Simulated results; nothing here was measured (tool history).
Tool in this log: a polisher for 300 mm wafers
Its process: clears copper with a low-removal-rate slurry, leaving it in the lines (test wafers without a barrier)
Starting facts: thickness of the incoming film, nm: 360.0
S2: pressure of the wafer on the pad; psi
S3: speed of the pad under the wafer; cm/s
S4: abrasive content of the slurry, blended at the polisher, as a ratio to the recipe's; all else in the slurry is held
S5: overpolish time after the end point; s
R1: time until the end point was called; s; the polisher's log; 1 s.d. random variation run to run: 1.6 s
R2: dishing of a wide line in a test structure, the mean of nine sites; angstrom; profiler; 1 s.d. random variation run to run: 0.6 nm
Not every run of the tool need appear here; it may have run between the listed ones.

{"run": 1, "hour": 0.0, "flow of slurry (ml/min)": 150, "S2": 2.6, "S3": 86, "S4": 1, "S5": 24, "R1": 146.07, "R2": 301.97}
{"run": 2, "hour": 1.4, "flow of slurry (ml/min)": 150, "S2": 2.6, "S3": 98, "S4": 1, "S5": 24, "R1": 132.28, "R2": 330.96}
{"run": 3, "hour": 10.2, "flow of slurry (ml/min)": 150, "S2": 2.7, "S3": 98, "S4": 1, "S5": 23, "R1": 129.91, "R2": 312.32}
{"run": 4, "hour": 12.6, "flow of slurry (ml/min)": 150, "S2": 2.7, "S3": 98, "S4": 0.9, "S5": 23, "R1": 132.96, "R2": 312.45}
{"run": 5, "hour": 16.2, "flow of slurry (ml/min)": 115, "S2": 2.7, "S3": 98, "S4": 0.9, "S5": 23, "R1": 139.81, "R2": 302.21}
{"run": 6, "hour": 20.0, "flow of slurry (ml/min)": 115, "S2": 2.7, "S3": 98, "S4": 0.9, "S5": 16, "R1": 140.34, "R2": 234.27}
{"run": 7, "hour": 21.6, "flow of slurry (ml/min)": 120, "S2": 2.8, "S3": 98, "S4": 0.9, "S5": 17, "R1": 137.4, "R2": 259.32}

What will run 8 give?
{"run": 8, "hour": 30.4, "flow of slurry (ml/min)": 140, "S2": 3.5, "S3": 100, "S4": 0.9, "S5": 17, "R1": "?", "R2": "?"}

R1: 108.3 s
R2: 296.39 angstrom

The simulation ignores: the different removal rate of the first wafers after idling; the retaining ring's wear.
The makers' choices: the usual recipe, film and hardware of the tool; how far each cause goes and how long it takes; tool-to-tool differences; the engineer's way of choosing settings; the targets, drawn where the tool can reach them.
